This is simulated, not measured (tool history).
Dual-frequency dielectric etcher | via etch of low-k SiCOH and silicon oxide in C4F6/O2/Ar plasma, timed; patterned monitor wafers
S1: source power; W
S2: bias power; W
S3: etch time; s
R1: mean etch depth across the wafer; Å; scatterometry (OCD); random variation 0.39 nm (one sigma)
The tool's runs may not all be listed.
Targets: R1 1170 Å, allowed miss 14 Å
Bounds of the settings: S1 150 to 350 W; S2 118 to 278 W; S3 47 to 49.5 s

| run | day | S1 | S2 | S3 | R1 |
|---|---|---|---|---|---|
| 1 | 0 | 250 | 198 | 47 | 1035.1 |
| 2 | 0.35 | 220 | 198 | 47 | 980.15 |
| 3 | 0.608 | 220 | 167 | 47 | 930.81 |
| 4 | 0.675 | 220 | 142 | 47 | 880.88 |
| 5 | 0.933 | 240 | 142 | 47 | 910.77 |
| 6 | 1.158 | 260 | 151 | 47 | 954.11 |
| 7 | 1.362 | 260 | 151 | 47 | 958.24 |
| 8 | 1.65 | 280 | 157 | 47 | 989.03 |
| 9 | 1.746 | 290 | 165 | 47 | 1027.6 |
| 10 | 1.879 | 300 | 169 | 47 | 1036.5 |
| 11 | 2.15 | 310 | 176 | 47 | 1066.6 |
| 12 | 2.512 | 320 | 181 | 47 | 1092.4 |

4 next moves are on the table. One of them brings every result within its allowed miss. Which?
| A | 2.875 | 280 | 261 | 48.5 | ? |
| B | 2.875 | 280 | 219 | 49.5 | ? |
| C | 2.875 | 290 | 140 | 47 | ? |
| D | 2.875 | 340 | 192 | 49.5 | ? |

| move | R1 |
|---|---|
| A | 1220 |
| B | 1169.9 |
| C | 966.71 |
| D | 1196 |
A: takes the result that was furthest off past its target
B: meets every target
C: further off than the last run
D: takes the result that was furthest off past its target
Answer: B

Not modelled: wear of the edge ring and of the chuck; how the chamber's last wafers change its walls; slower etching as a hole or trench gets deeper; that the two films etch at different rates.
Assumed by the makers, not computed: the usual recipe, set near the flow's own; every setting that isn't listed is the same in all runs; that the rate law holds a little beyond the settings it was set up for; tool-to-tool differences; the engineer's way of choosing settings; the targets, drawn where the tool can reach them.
